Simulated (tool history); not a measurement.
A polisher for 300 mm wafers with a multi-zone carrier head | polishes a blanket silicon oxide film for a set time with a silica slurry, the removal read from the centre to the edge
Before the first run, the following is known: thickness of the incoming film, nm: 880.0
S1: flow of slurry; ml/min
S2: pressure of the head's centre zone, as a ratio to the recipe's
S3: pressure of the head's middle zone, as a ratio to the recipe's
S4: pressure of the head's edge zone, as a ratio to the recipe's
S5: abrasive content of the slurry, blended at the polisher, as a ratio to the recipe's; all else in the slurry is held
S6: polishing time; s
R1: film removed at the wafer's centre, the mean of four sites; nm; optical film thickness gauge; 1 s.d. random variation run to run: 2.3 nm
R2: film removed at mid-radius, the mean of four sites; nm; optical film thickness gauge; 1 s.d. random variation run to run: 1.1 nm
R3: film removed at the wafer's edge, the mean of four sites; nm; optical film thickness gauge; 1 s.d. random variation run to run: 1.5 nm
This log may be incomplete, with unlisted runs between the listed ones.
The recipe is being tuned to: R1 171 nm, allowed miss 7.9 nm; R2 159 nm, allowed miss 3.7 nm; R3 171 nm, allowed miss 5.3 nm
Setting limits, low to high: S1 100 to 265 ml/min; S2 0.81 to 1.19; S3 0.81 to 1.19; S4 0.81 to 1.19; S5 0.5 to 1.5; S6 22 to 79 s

{"run": 1, "day": 0.0, "S1": 170, "S2": 1, "S3": 1, "S4": 1, "S5": 1, "S6": 50, "R1": 264.92, "R2": 261.6, "R3": 265.31}
{"run": 2, "day": 0.362, "S1": 170, "S2": 1, "S3": 1, "S4": 1.06, "S5": 1, "S6": 50, "R1": 260.05, "R2": 262.65, "R3": 269.74}
{"run": 3, "day": 0.692, "S1": 170, "S2": 1.06, "S3": 1, "S4": 1.06, "S5": 1, "S6": 50, "R1": 288.09, "R2": 261.98, "R3": 271.27}
{"run": 4, "day": 0.812, "S1": 165, "S2": 1.04, "S3": 0.98, "S4": 1.03, "S5": 0.9, "S6": 48, "R1": 253.9, "R2": 235.64, "R3": 243.53}
{"run": 5, "day": 0.925, "S1": 165, "S2": 1.04, "S3": 0.98, "S4": 1.03, "S5": 1, "S6": 48, "R1": 270.18, "R2": 247.37, "R3": 260}
{"run": 6, "day": 1.025, "S1": 165, "S2": 1.04, "S3": 0.98, "S4": 1.03, "S5": 1, "S6": 38, "R1": 209.74, "R2": 194.81, "R3": 203.68}
{"run": 7, "day": 1.208, "S1": 160, "S2": 1.03, "S3": 0.96, "S4": 1.01, "S5": 0.95, "S6": 38, "R1": 202.65, "R2": 186.46, "R3": 198.96}
{"run": 8, "day": 1.233, "S1": 155, "S2": 1.02, "S3": 0.95, "S4": 0.99, "S5": 0.9, "S6": 38, "R1": 191.42, "R2": 178.16, "R3": 188.95}
{"run": 9, "day": 1.488, "S1": 145, "S2": 1.01, "S3": 0.94, "S4": 0.97, "S5": 0.9, "S6": 38, "R1": 187.42, "R2": 176.73, "R3": 184.41}
{"run": 10, "day": 1.554, "S1": 140, "S2": 1, "S3": 0.92, "S4": 0.96, "S5": 0.9, "S6": 38, "R1": 186.74, "R2": 171.84, "R3": 186.13}
{"run": 11, "day": 1.896, "S1": 135, "S2": 0.99, "S3": 0.91, "S4": 0.94, "S5": 0.9, "S6": 38, "R1": 180.66, "R2": 168.21, "R3": 182.13}
{"run": 12, "day": 2.217, "S1": 130, "S2": 0.99, "S3": 0.91, "S4": 0.93, "S5": 0.9, "S6": 38, "R1": 183.2, "R2": 167.17, "R3": 181.21}
{"run": 13, "day": 2.404, "S1": 125, "S2": 0.98, "S3": 0.91, "S4": 0.92, "S5": 0.9, "S6": 38, "R1": 174.29, "R2": 166.46, "R3": 178.03}
{"run": 14, "day": 2.512, "S1": 120, "S2": 0.98, "S3": 0.91, "S4": 0.91, "S5": 0.9, "S6": 38, "R1": 173.94, "R2": 165.12, "R3": 173.15}

Pick the move, out of 4, that brings all results within their allowed miss; only one does.
{"run": "A", "day": 2.621, "S1": 135, "S2": 1, "S3": 0.95, "S4": 0.84, "S5": 0.5, "S6": 52, "R1": "?", "R2": "?", "R3": "?"}
{"run": "B", "day": 2.621, "S1": 120, "S2": 0.96, "S3": 1.01, "S4": 0.87, "S5": 0.85, "S6": 39, "R1": "?", "R2": "?", "R3": "?"}
{"run": "C", "day": 2.621, "S1": 110, "S2": 1, "S3": 0.93, "S4": 0.94, "S5": 0.8, "S6": 39, "R1": "?", "R2": "?", "R3": "?"}
{"run": "D", "day": 2.621, "S1": 115, "S2": 1.01, "S3": 0.94, "S4": 0.9, "S5": 0.9, "S6": 38, "R1": "?", "R2": "?", "R3": "?"}

move=A R1=186.69 R2=179.57 R3=173.69
move=B R1=171.41 R2=181.08 R3=170.7
move=C R1=168.92 R2=160.96 R3=169.33
move=D R1=178.14 R2=169.16 R3=172.27
A: further off than the last run
B: further off than the last run
C: every result lands within tolerance
D: further off than the last run
C is the move that brings every result within its allowed miss.
